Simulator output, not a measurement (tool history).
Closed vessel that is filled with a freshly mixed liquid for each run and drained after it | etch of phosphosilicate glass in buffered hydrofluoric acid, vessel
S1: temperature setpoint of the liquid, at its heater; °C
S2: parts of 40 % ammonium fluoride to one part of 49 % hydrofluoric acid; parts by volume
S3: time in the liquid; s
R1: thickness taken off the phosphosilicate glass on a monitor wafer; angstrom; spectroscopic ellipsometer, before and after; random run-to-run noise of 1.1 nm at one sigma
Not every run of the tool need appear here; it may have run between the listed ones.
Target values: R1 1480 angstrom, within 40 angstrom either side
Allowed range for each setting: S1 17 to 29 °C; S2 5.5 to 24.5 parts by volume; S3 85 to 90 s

{"run": 1, "hour": 0.0, "S1": 21, "S2": 15, "S3": 85, "R1": 1985.1}
{"run": 2, "hour": 6.7, "S1": 20.5, "S2": 15, "S3": 85, "R1": 1933.5}
{"run": 3, "hour": 11.3, "S1": 20, "S2": 15, "S3": 85, "R1": 1864.8}
{"run": 4, "hour": 15.5, "S1": 20, "S2": 15, "S3": 85, "R1": 1866.9}
{"run": 5, "hour": 20.9, "S1": 19.5, "S2": 15, "S3": 85, "R1": 1829.4}
{"run": 6, "hour": 28.0, "S1": 19.5, "S2": 15, "S3": 90, "R1": 1943.4}
{"run": 7, "hour": 32.3, "S1": 19, "S2": 15.5, "S3": 90, "R1": 1826}
{"run": 8, "hour": 36.7, "S1": 17, "S2": 17.5, "S3": 90, "R1": 1464.5}
{"run": 9, "hour": 42.8, "S1": 17, "S2": 17.5, "S3": 90, "R1": 1433}

Of the 5 settings listed for the next run, only one would bring every result within its allowed miss of target. Which one?
{"run": "A", "hour": 48.9, "S1": 18, "S2": 19, "S3": 90, "R1": "?"}
{"run": "B", "hour": 48.9, "S1": 18, "S2": 18, "S3": 85, "R1": "?"}
{"run": "C", "hour": 48.9, "S1": 20.5, "S2": 21, "S3": 85, "R1": "?"}
{"run": "D", "hour": 48.9, "S1": 20.5, "S2": 19.5, "S3": 85, "R1": "?"}
{"run": "E", "hour": 48.9, "S1": 18, "S2": 19, "S3": 85, "R1": "?"}

move=A R1=1396
move=B R1=1390.8
move=C R1=1395.4
move=D R1=1479.7
move=E R1=1318.5
A: its largest miss is bigger than the last run's
B: its largest miss is bigger than the last run's
C: its largest miss is bigger than the last run's
D: meets every target
E: its largest miss is bigger than the last run's
Move D is the one to make.
